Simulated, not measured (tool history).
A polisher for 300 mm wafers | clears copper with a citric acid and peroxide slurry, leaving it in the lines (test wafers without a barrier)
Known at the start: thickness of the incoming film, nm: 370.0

run,day,flow of slurry (ml/min),pressure of the wafer on the pad (kPa),speed of the pad under the wafer (cm/s),abrasive content of the slurry,overpolish time after the end point (s),time until the end point was called (s),dishing of a wide line in a test structure (Å)
1,0.000,230,20.7,134,1.00,22,130.42,393.97
2,0.362,230,24.1,134,1.00,22,120.33,443.90
3,0.538,230,20.7,134,1.00,22,138.80,409.59
4,0.771,225,24.1,116,1.00,17,136.33,316.99
5,1.108,205,26.9,102,1.15,14,131.25,277.00
6,1.354,230,26.9,102,1.15,14,132.18,284.27
7,1.679,200,28.3,94,1.25,12,134.23,249.55
8,1.783,200,28.3,94,1.25,12,134.70,244.52
9,1.825,180,29.6,92,1.35,10,132.00,206.73

The next listed run, before its measurement:
10,1.967,165,29.6,100,1.40,9,?,?

time until the end point was called (s): 119.76
dishing of a wide line in a test structure (Å): 199.29
